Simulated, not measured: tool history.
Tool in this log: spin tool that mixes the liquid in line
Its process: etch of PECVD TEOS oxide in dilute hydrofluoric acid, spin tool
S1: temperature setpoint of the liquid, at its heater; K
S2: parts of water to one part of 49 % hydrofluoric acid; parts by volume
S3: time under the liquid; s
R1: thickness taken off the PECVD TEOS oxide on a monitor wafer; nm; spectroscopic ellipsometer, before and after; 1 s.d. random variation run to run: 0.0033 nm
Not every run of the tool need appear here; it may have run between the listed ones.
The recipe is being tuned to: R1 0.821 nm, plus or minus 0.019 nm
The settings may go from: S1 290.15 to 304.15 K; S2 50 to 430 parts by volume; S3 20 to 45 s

{"run": 1, "day": 0.0, "S1": 296.15, "S2": 240, "S3": 45, "R1": 1.3044}
{"run": 2, "day": 0.175, "S1": 294.65, "S2": 255, "S3": 45, "R1": 1.1435}
{"run": 3, "day": 0.529, "S1": 294.65, "S2": 255, "S3": 45, "R1": 1.1397}
{"run": 4, "day": 0.721, "S1": 294.65, "S2": 255, "S3": 20, "R1": 0.50552}
{"run": 5, "day": 1.062, "S1": 295.65, "S2": 255, "S3": 20, "R1": 0.52104}
{"run": 6, "day": 1.329, "S1": 294.15, "S2": 245, "S3": 20, "R1": 0.52364}
{"run": 7, "day": 1.7, "S1": 295.15, "S2": 245, "S3": 20, "R1": 0.54044}
{"run": 8, "day": 1.779, "S1": 297.65, "S2": 240, "S3": 20, "R1": 0.60802}
{"run": 9, "day": 1.967, "S1": 297.65, "S2": 220, "S3": 20, "R1": 0.67685}

4 next moves are on the table. One of them brings every result within its allowed miss. Which?
{"run": "A", "day": 2.154, "S1": 297.15, "S2": 175, "S3": 20, "R1": "?"}
{"run": "B", "day": 2.154, "S1": 298.15, "S2": 185, "S3": 20, "R1": "?"}
{"run": "C", "day": 2.154, "S1": 296.15, "S2": 180, "S3": 20, "R1": "?"}
{"run": "D", "day": 2.154, "S1": 298.15, "S2": 345, "S3": 45, "R1": "?"}

move=A R1=0.87666
move=B R1=0.85121
move=C R1=0.81629
move=D R1=0.87093
A: pushes the last run's worst result past its target
B: pushes the last run's worst result past its target
C: in spec on every target
D: pushes the last run's worst result past its target
So the answer is move C, the one that meets all the targets.

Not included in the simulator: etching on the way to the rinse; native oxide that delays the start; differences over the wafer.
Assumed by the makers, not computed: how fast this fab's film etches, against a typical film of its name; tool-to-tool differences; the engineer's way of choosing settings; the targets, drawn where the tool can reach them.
